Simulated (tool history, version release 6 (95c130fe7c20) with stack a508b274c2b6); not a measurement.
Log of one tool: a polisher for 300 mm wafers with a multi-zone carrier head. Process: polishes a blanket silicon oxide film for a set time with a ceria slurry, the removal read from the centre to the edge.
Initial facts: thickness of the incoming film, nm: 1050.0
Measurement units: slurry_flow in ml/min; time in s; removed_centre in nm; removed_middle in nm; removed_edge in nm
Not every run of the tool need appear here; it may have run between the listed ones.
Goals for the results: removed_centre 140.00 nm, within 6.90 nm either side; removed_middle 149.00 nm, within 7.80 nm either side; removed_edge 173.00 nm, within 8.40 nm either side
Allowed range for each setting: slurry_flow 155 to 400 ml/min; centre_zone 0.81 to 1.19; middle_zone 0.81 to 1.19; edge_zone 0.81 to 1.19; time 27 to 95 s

run	hour	slurry_flow	centre_zone	middle_zone	edge_zone	time	removed_centre	removed_middle	removed_edge
1	0.0	255	1.00	1.00	1.00	61	244.67	245.91	242.74
2	8.2	255	1.00	0.96	1.00	61	238.88	242.32	244.62
3	10.4	255	1.00	0.99	1.00	61	244.84	247.65	248.03
4	17.9	220	1.00	0.99	1.00	61	237.08	240.83	251.38
5	19.1	210	0.98	0.97	1.00	55	211.93	214.26	216.71
# hour 24.0: worn pad replaced by a new one
6	24.0	210	0.98	0.97	0.96	55	223.07	227.79	225.34
7	26.5	195	0.96	0.96	1.02	52	202.81	205.16	226.38
8	35.1	195	0.94	0.96	1.03	46	176.24	178.82	193.66
9	41.4	170	0.84	0.88	1.11	42	142.06	154.66	182.16

Which of these 4 next moves meets every target?
A	47.7	155	0.84	0.88	1.12	46	?	?	?
B	47.7	235	0.99	1.06	1.02	37	?	?	?
C	47.7	235	0.84	0.92	1.07	41	?	?	?
D	47.7	155	0.89	0.89	1.11	40	?	?	?

move	removed_centre	removed_middle	removed_edge
A	151.22	169.27	198.29
B	153.72	163.35	158.83
C	144.21	164.91	180.48
D	139.40	148.22	171.62
A: moves away from the targets compared with the last run
B: moves the result that the last run missed by most past its target, out the other side
C: meets the target for the result that was furthest off, but another lies outside its allowed miss
D: every result within its allowed miss
So the answer is move D, the one that meets all the targets.

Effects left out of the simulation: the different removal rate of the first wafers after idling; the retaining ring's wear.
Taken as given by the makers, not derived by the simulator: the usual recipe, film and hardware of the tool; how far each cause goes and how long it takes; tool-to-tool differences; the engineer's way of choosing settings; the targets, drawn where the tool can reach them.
